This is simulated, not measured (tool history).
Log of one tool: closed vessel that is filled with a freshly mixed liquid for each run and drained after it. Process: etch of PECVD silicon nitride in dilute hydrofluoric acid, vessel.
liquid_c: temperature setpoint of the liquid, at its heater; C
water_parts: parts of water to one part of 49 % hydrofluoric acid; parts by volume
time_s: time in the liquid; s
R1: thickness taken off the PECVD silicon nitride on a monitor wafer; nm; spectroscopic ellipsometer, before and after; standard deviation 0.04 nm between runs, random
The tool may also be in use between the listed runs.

Run 1, hour 0.0: liquid_c 20.0 C, water_parts 80 parts by volume, time_s 120 s. Result: R1 4.5539 nm.
Run 2, hour 7.3: liquid_c 20.5 C, water_parts 80 parts by volume, time_s 120 s. Result: R1 4.7553 nm.
Run 3, hour 8.6: liquid_c 22.0 C, water_parts 80 parts by volume, time_s 120 s. Result: R1 5.2093 nm.
Run 4, hour 10.2: liquid_c 22.0 C, water_parts 80 parts by volume, time_s 80 s. Result: R1 3.4854 nm.
Run 5, hour 15.6: liquid_c 22.0 C, water_parts 75 parts by volume, time_s 80 s. Result: R1 3.7651 nm.
Run 6, hour 20.7: liquid_c 22.5 C, water_parts 70 parts by volume, time_s 85 s. Result: R1 4.4208 nm.
Run 7, hour 23.8: liquid_c 23.0 C, water_parts 70 parts by volume, time_s 85 s. Result: R1 4.5476 nm.

Run 8 comes next. What will it give?
Run 8, hour 32.4: liquid_c 23.5 C, water_parts 70 parts by volume, time_s 85 s. Result: R1 ?.

Run 8 came out at R1 4.6911 nm.

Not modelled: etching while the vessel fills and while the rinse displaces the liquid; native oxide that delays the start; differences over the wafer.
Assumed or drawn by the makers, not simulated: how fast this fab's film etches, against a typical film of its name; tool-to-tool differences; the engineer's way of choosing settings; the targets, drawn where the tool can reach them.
